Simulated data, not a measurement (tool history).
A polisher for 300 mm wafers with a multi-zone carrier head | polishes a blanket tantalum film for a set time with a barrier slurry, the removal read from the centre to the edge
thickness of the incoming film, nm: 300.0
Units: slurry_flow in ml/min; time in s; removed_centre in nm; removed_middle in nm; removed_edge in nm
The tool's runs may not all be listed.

run    day  slurry_flow  centre_zone  middle_zone  edge_zone  slurry_solids  time  removed_centre  removed_middle  removed_edge
  1  0.000          310         1.00         1.00       1.00           1.00    65          90.784          88.905        90.187
  2  0.329          310         1.00         1.05       1.00           1.00    65          91.137          91.536        90.089
  3  0.521          310         1.02         1.03       1.02           1.10    67          99.282          95.736        97.219
  4  0.571          310         1.02         1.03       1.02           1.00    67          95.909          94.582        94.049
  5  0.812          310         1.04         1.02       1.04           1.10    68         100.320          95.340        98.405
  6  1.079          315         1.06         1.01       1.05           1.15    70         107.710         101.380       101.760
  7  1.171          305         1.07         0.98       1.06           1.20    72         113.000          99.409       108.170
  8  1.388          305         1.08         0.98       1.07           1.25    73         115.080         102.330       110.350
  9  1.625          305         1.09         0.97       1.08           1.30    74         119.230         106.310       114.010

The next listed run, before its measurement:
 10  1.779          305         1.10         0.96       1.09           1.35    75               ?               ?             ?

Run 10 gave removed_centre 122.830 nm, removed_middle 103.750 nm, removed_edge 116.210 nm.
